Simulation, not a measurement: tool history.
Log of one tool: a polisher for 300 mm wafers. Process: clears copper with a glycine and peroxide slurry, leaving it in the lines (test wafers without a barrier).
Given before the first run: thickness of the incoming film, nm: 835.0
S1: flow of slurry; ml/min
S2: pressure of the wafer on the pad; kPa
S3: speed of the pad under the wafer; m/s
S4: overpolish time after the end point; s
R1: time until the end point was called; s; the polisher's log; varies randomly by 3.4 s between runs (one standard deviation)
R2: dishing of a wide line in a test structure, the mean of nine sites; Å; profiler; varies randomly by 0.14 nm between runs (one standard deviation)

run    day   S1    S2    S3  S4      R1      R2
  1  0.000  205  19.3  0.98   9  158.50  335.09
  2  0.175  170  19.3  0.98   9  168.86  329.38
  3  0.550  170  15.2  0.98   9  204.62  275.61
  4  0.650  210  13.8  0.94   7  222.49  202.77
  5  0.892  210  13.8  0.94  10  212.80  284.43
  6  1.183  240  13.8  0.90   8  217.83  234.07
  7  1.362  185   9.0  1.14   4  267.04  100.02
  8  1.575  195   9.0  1.24   4  247.09  105.59
  9  1.688  190   9.7  1.32   4  228.34  117.18

Expected results for the next run?
 10  1.742  170  9.7  1.38   4   ?   ?

Run 10 came out at R1 231.15 s, R2 122.14 Å.
